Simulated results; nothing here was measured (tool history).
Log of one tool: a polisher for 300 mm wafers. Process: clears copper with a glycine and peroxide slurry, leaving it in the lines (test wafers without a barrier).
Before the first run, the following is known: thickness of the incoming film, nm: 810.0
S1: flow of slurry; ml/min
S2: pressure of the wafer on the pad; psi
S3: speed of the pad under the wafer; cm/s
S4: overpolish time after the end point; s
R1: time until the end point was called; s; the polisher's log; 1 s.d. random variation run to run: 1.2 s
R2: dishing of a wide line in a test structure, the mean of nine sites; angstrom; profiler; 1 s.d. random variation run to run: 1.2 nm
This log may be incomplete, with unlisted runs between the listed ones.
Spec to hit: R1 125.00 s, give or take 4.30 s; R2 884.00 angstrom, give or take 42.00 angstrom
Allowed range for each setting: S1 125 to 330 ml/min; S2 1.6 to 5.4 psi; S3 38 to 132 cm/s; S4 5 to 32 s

{"run": 1, "day": 0.0, "S1": 210, "S2": 3.5, "S3": 84, "S4": 16, "R1": 143.7, "R2": 564.83}
{"run": 2, "day": 0.308, "S1": 210, "S2": 3.5, "S3": 102, "S4": 16, "R1": 120.01, "R2": 668.31}
{"run": 3, "day": 0.338, "S1": 205, "S2": 3.5, "S3": 102, "S4": 17, "R1": 121.98, "R2": 658.46}
{"run": 4, "day": 0.55, "S1": 210, "S2": 3.5, "S3": 102, "S4": 18, "R1": 121.65, "R2": 698.54}
{"run": 5, "day": 0.892, "S1": 210, "S2": 3.5, "S3": 102, "S4": 19, "R1": 121.84, "R2": 720.56}
{"run": 6, "day": 1.054, "S1": 230, "S2": 3.5, "S3": 102, "S4": 19, "R1": 122.0, "R2": 733.46}
{"run": 7, "day": 1.354, "S1": 230, "S2": 3.5, "S3": 102, "S4": 20, "R1": 121.79, "R2": 748.94}
{"run": 8, "day": 1.658, "S1": 230, "S2": 3.5, "S3": 102, "S4": 21, "R1": 119.17, "R2": 776.46}
{"run": 9, "day": 1.933, "S1": 230, "S2": 3.5, "S3": 102, "S4": 22, "R1": 122.72, "R2": 789.23}
{"run": 10, "day": 2.246, "S1": 230, "S2": 3.5, "S3": 102, "S4": 25, "R1": 119.28, "R2": 838.02}
{"run": 11, "day": 2.546, "S1": 230, "S2": 3.5, "S3": 102, "S4": 25, "R1": 120.5, "R2": 841.22}

4 next moves are on the table. One of them brings every result within its allowed miss. Which?
{"run": "A", "day": 2.846, "S1": 185, "S2": 2.8, "S3": 124, "S4": 31, "R1": "?", "R2": "?"}
{"run": "B", "day": 2.846, "S1": 230, "S2": 3.1, "S3": 102, "S4": 25, "R1": "?", "R2": "?"}
{"run": "C", "day": 2.846, "S1": 180, "S2": 3.6, "S3": 88, "S4": 30, "R1": "?", "R2": "?"}
{"run": "D", "day": 2.846, "S1": 260, "S2": 2.8, "S3": 112, "S4": 27, "R1": "?", "R2": "?"}

move=A R1=127.49 R2=875.21
move=B R1=135.39 R2=790.15
move=C R1=138.14 R2=877.72
move=D R1=134.96 R2=808.51
A: all results land within tolerance of their targets
B: pushes the last run's worst result past its target
C: pushes the last run's worst result past its target
D: pushes the last run's worst result past its target
A is the move that brings every result within its allowed miss.

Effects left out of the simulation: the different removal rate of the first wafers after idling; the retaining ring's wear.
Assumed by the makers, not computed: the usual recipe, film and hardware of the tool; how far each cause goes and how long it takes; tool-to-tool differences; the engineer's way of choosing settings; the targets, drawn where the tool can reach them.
